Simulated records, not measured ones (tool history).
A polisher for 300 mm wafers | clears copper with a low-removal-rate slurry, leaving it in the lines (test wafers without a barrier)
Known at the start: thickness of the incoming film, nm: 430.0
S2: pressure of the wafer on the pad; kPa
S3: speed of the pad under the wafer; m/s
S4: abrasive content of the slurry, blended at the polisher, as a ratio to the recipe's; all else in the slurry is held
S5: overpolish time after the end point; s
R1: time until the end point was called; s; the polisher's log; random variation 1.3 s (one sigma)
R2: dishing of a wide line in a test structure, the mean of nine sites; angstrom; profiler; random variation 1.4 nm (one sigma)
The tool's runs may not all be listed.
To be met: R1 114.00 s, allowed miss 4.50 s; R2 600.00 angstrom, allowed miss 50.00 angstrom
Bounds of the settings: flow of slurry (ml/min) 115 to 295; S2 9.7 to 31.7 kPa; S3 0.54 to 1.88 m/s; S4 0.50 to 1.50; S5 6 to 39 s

{"run": 1, "hour": 0.0, "flow of slurry (ml/min)": 190, "S2": 20.7, "S3": 1.2, "S4": 1.0, "S5": 20, "R1": 141.55, "R2": 480.71}
{"run": 2, "hour": 1.2, "flow of slurry (ml/min)": 190, "S2": 20.7, "S3": 1.0, "S4": 1.0, "S5": 20, "R1": 163.72, "R2": 414.82}
{"run": 3, "hour": 9.2, "flow of slurry (ml/min)": 190, "S2": 22.1, "S3": 1.0, "S4": 1.0, "S5": 20, "R1": 154.68, "R2": 441.59}
{"run": 4, "hour": 18.1, "flow of slurry (ml/min)": 190, "S2": 23.4, "S3": 1.0, "S4": 1.0, "S5": 20, "R1": 145.63, "R2": 471.71}
{"run": 5, "hour": 20.5, "flow of slurry (ml/min)": 190, "S2": 23.4, "S3": 1.0, "S4": 1.0, "S5": 14, "R1": 148.92, "R2": 328.96}
{"run": 6, "hour": 26.6, "flow of slurry (ml/min)": 190, "S2": 23.4, "S3": 0.72, "S4": 1.0, "S5": 14, "R1": 188.76, "R2": 272.45}
{"run": 7, "hour": 32.1, "flow of slurry (ml/min)": 190, "S2": 24.8, "S3": 0.74, "S4": 1.0, "S5": 15, "R1": 175.76, "R2": 307.31}
{"run": 8, "hour": 38.3, "flow of slurry (ml/min)": 190, "S2": 26.2, "S3": 0.78, "S4": 1.0, "S5": 16, "R1": 158.43, "R2": 351.15}
{"run": 9, "hour": 41.8, "flow of slurry (ml/min)": 190, "S2": 27.6, "S3": 0.8, "S4": 1.0, "S5": 17, "R1": 148.02, "R2": 403.37}
{"run": 10, "hour": 44.7, "flow of slurry (ml/min)": 190, "S2": 28.3, "S3": 0.82, "S4": 1.0, "S5": 18, "R1": 144.72, "R2": 442.4}
{"run": 11, "hour": 53.1, "flow of slurry (ml/min)": 190, "S2": 29.0, "S3": 0.84, "S4": 1.0, "S5": 18, "R1": 136.28, "R2": 445.57}
{"run": 12, "hour": 55.5, "flow of slurry (ml/min)": 190, "S2": 29.6, "S3": 0.86, "S4": 1.0, "S5": 19, "R1": 130.56, "R2": 486.39}
{"run": 13, "hour": 62.4, "flow of slurry (ml/min)": 190, "S2": 30.3, "S3": 0.88, "S4": 1.0, "S5": 19, "R1": 126.58, "R2": 484.46}
{"run": 14, "hour": 64.9, "flow of slurry (ml/min)": 190, "S2": 30.3, "S3": 0.9, "S4": 1.0, "S5": 20, "R1": 123.97, "R2": 526.2}

Which of these 4 next moves meets every target?
{"run": "A", "hour": 67.4, "flow of slurry (ml/min)": 190, "S2": 30.3, "S3": 0.92, "S4": 1.0, "S5": 19, "R1": "?", "R2": "?"}
{"run": "B", "hour": 67.4, "flow of slurry (ml/min)": 180, "S2": 30.3, "S3": 0.96, "S4": 1.1, "S5": 21, "R1": "?", "R2": "?"}
{"run": "C", "hour": 67.4, "flow of slurry (ml/min)": 200, "S2": 29.0, "S3": 0.88, "S4": 1.0, "S5": 19, "R1": "?", "R2": "?"}
{"run": "D", "hour": 67.4, "flow of slurry (ml/min)": 155, "S2": 30.3, "S3": 0.92, "S4": 1.05, "S5": 23, "R1": "?", "R2": "?"}

move=A R1=121.77 R2=513.04
move=B R1=115.86 R2=579.30
move=C R1=131.00 R2=481.86
move=D R1=124.51 R2=588.12
A: nearer than the last run, and not there yet
B: meets every target
C: further off than the last run
D: further off than the last run
The right move is B.
